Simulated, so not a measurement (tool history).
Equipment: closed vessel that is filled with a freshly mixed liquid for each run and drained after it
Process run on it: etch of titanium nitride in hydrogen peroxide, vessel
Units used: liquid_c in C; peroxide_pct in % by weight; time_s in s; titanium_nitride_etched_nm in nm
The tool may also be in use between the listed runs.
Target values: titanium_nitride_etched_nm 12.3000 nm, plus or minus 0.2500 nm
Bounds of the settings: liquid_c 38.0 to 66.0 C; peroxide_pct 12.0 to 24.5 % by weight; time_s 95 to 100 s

Run 1, hour 0.0: liquid_c 54.0 C, peroxide_pct 16.5 % by weight, time_s 95 s. Result: titanium_nitride_etched_nm 9.8010 nm.
Run 2, hour 0.8: liquid_c 54.0 C, peroxide_pct 15.0 % by weight, time_s 95 s. Result: titanium_nitride_etched_nm 9.5085 nm.
Run 3, hour 8.0: liquid_c 60.5 C, peroxide_pct 15.0 % by weight, time_s 95 s. Result: titanium_nitride_etched_nm 15.0650 nm.
Run 4, hour 14.7: liquid_c 60.5 C, peroxide_pct 15.0 % by weight, time_s 95 s. Result: titanium_nitride_etched_nm 14.9920 nm.
Run 5, hour 20.7: liquid_c 59.5 C, peroxide_pct 15.0 % by weight, time_s 95 s. Result: titanium_nitride_etched_nm 13.9110 nm.
Run 6, hour 24.8: liquid_c 59.0 C, peroxide_pct 15.0 % by weight, time_s 95 s. Result: titanium_nitride_etched_nm 13.4160 nm.
Run 7, hour 31.0: liquid_c 58.5 C, peroxide_pct 15.0 % by weight, time_s 95 s. Result: titanium_nitride_etched_nm 13.0760 nm.
Run 8, hour 35.8: liquid_c 58.0 C, peroxide_pct 15.0 % by weight, time_s 95 s. Result: titanium_nitride_etched_nm 12.6640 nm.

Exactly one of the 4 candidate moves below puts every result within its allowed miss. Which one?
Run A, hour 40.6: liquid_c 57.5 C, peroxide_pct 16.0 % by weight, time_s 100 s. Result: titanium_nitride_etched_nm ?.
Run B, hour 40.6: liquid_c 57.0 C, peroxide_pct 13.5 % by weight, time_s 95 s. Result: titanium_nitride_etched_nm ?.
Run C, hour 40.6: liquid_c 58.0 C, peroxide_pct 13.5 % by weight, time_s 95 s. Result: titanium_nitride_etched_nm ?.
Run D, hour 40.6: liquid_c 56.5 C, peroxide_pct 16.5 % by weight, time_s 95 s. Result: titanium_nitride_etched_nm ?.

move  titanium_nitride_etched_nm
   A                     12.8790
   B                     11.4040
   C                     12.2190
   D                     11.4910
A: the biggest miss grows against the last run
B: takes the biggest miss from the last run beyond its target
C: meets every target
D: takes the biggest miss from the last run beyond its target
So the answer is move C, the one that meets all the targets.
